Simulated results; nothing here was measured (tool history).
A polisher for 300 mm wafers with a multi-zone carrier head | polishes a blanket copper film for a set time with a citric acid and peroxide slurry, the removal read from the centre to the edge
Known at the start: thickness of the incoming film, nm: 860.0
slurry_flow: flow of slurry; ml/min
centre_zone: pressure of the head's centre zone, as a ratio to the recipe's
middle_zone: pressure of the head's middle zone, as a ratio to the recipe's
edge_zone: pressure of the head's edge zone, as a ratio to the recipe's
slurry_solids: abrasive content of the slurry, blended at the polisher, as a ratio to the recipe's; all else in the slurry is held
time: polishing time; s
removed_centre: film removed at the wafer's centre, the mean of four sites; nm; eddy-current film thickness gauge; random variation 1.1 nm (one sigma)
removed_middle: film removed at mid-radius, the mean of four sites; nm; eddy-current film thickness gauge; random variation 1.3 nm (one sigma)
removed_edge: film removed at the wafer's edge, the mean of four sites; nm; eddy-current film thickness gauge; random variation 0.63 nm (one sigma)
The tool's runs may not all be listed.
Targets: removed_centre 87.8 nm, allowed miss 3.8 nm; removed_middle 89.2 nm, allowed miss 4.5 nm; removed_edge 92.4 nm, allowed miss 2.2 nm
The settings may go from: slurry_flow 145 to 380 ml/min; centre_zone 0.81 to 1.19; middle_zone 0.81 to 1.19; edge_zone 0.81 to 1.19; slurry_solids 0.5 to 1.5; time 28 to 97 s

| run | hour | slurry_flow | centre_zone | middle_zone | edge_zone | slurry_solids | time | removed_centre | removed_middle | removed_edge |
|---|---|---|---|---|---|---|---|---|---|---|
| 1 | 0 | 245 | 1 | 1 | 1 | 1 | 62 | 172.13 | 172.34 | 170.4 |
| 2 | 5.3 | 245 | 1 | 1 | 1 | 1.15 | 62 | 172.54 | 179.57 | 176.32 |
| 3 | 10.6 | 240 | 0.97 | 0.99 | 0.98 | 1.05 | 58 | 158.79 | 163.01 | 160.21 |
| 4 | 17.6 | 235 | 0.95 | 0.98 | 0.98 | 1 | 54 | 141.63 | 148.52 | 146.71 |
| 5 | 18.6 | 230 | 0.93 | 0.96 | 0.97 | 0.9 | 51 | 126.39 | 135.8 | 135.54 |
| 6 | 25.5 | 230 | 0.93 | 0.89 | 0.97 | 0.9 | 51 | 128.97 | 125.56 | 134.82 |
| 7 | 33.5 | 225 | 0.92 | 0.88 | 0.95 | 0.85 | 49 | 116.02 | 114.81 | 127.76 |
| 8 | 40 | 230 | 0.93 | 0.89 | 0.94 | 0.8 | 47 | 113.44 | 113.61 | 120.95 |
| 9 | 41.2 | 230 | 0.93 | 0.89 | 0.93 | 0.75 | 46 | 110.9 | 109.18 | 115.68 |

Which of these 4 next moves meets every target?
| A | 42.4 | 215 | 0.88 | 0.85 | 0.91 | 0.65 | 40 | ? | ? | ? |
| B | 42.4 | 250 | 1.02 | 0.81 | 0.98 | 0.75 | 35 | ? | ? | ? |
| C | 42.4 | 200 | 0.93 | 0.91 | 0.93 | 0.65 | 38 | ? | ? | ? |
| D | 42.4 | 230 | 1.02 | 0.81 | 1.01 | 0.8 | 36 | ? | ? | ? |

| move | removed_centre | removed_middle | removed_edge |
|---|---|---|---|
| A | 90.569 | 89.17 | 98.174 |
| B | 95.608 | 77.804 | 91.918 |
| C | 90.198 | 88.878 | 93.537 |
| D | 98.417 | 80.16 | 96.247 |
A: nearer than the last run, and not there yet
B: brings the result that was furthest off to its target, and leaves another outside
C: meets every target
D: nearer than the last run, and not there yet
Answer: C
